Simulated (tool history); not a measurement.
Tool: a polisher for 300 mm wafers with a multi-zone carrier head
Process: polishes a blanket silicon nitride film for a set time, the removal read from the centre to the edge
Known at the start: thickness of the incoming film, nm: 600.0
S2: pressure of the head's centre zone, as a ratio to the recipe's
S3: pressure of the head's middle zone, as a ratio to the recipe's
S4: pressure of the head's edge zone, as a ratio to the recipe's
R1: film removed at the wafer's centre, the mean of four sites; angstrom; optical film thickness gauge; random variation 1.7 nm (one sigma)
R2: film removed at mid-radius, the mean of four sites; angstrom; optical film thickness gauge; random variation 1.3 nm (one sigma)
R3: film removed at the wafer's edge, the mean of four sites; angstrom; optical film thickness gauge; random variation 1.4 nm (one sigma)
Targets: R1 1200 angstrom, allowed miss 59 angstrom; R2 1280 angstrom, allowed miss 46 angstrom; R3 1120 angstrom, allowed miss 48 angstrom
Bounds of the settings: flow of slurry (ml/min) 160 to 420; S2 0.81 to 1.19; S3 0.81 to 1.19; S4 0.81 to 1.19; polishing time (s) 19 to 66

run 1 hour=0 | flow_of_slurry_(ml/min)=270 S2=1 S3=1 S4=1 polishing_time_(s)=42 | R1=740.77 R2=768.26 R3=751.29
run 2 hour=6.2 | flow_of_slurry_(ml/min)=275 S2=1.02 S3=1.03 S4=1.01 polishing_time_(s)=45 | R1=804.37 R2=839.24 R3=799.44
run 3 hour=10.6 | flow_of_slurry_(ml/min)=280 S2=1.03 S3=1.05 S4=1.02 polishing_time_(s)=48 | R1=898.31 R2=901.2 R3=857.68
run 4 hour=13.4 | flow_of_slurry_(ml/min)=285 S2=1.02 S3=1.07 S4=1.02 polishing_time_(s)=51 | R1=932.36 R2=965.71 R3=905.63
run 5 hour=18.4 | flow_of_slurry_(ml/min)=285 S2=1.02 S3=1.09 S4=1.02 polishing_time_(s)=53 | R1=939.36 R2=1040.9 R3=971.16
run 6 hour=19.1 | flow_of_slurry_(ml/min)=285 S2=1.02 S3=1.09 S4=0.94 polishing_time_(s)=53 | R1=947.57 R2=1014.5 R3=918.57
run 7 hour=25.2 | flow_of_slurry_(ml/min)=290 S2=1.03 S3=1.11 S4=0.95 polishing_time_(s)=55 | R1=985.74 R2=1065 R3=967.42
run 8 hour=26 | flow_of_slurry_(ml/min)=295 S2=1.04 S3=1.13 S4=0.95 polishing_time_(s)=56 | R1=1028.5 R2=1121.3 R3=969.11
run 9 hour=32 | flow_of_slurry_(ml/min)=295 S2=1.05 S3=1.13 S4=0.97 polishing_time_(s)=57 | R1=1072.4 R2=1145.9 R3=1010
run 10 hour=37.2 | flow_of_slurry_(ml/min)=295 S2=1.06 S3=1.14 S4=0.99 polishing_time_(s)=58 | R1=1094.2 R2=1166.5 R3=1014.3
run 11 hour=41.6 | flow_of_slurry_(ml/min)=300 S2=1.06 S3=1.14 S4=1 polishing_time_(s)=59 | R1=1078.4 R2=1193.7 R3=1032.1
run 12 hour=49 | flow_of_slurry_(ml/min)=300 S2=1.06 S3=1.14 S4=1 polishing_time_(s)=59 | R1=1120.7 R2=1198.6 R3=1055.4
run 13 hour=51.6 | flow_of_slurry_(ml/min)=300 S2=1.06 S3=1.14 S4=1.01 polishing_time_(s)=60 | R1=1117.5 R2=1210.8 R3=1064.7
run 14 hour=59.6 | flow_of_slurry_(ml/min)=300 S2=1.06 S3=1.14 S4=1.01 polishing_time_(s)=61 | R1=1172.1 R2=1226.5 R3=1094.2

5 next moves are on the table. One of them brings every result within its allowed miss. Which?
run A hour=67.6 | flow_of_slurry_(ml/min)=290 S2=1.09 S3=1.17 S4=1.02 polishing_time_(s)=63 | R1=? R2=? R3=?
run B hour=67.6 | flow_of_slurry_(ml/min)=320 S2=1.08 S3=1 S4=0.97 polishing_time_(s)=61 | R1=? R2=? R3=?
run C hour=67.6 | flow_of_slurry_(ml/min)=255 S2=1.08 S3=1.11 S4=1.06 polishing_time_(s)=60 | R1=? R2=? R3=?
run D hour=67.6 | flow_of_slurry_(ml/min)=300 S2=1.1 S3=0.94 S4=1.04 polishing_time_(s)=62 | R1=? R2=? R3=?
run E hour=67.6 | flow_of_slurry_(ml/min)=255 S2=1.07 S3=1.04 S4=1 polishing_time_(s)=64 | R1=? R2=? R3=?

move=A R1=1199.6 R2=1277.7 R3=1131.9
move=B R1=1162.6 R2=1117.5 R3=1080.1
move=C R1=1112.8 R2=1153.9 R3=1086.9
move=D R1=1194.7 R2=1081 R3=1130.6
move=E R1=1175.4 R2=1175.2 R3=1127.6
A: meets every target
B: further off than the last run
C: further off than the last run
D: further off than the last run
E: further off than the last run
Move A is the one to make.
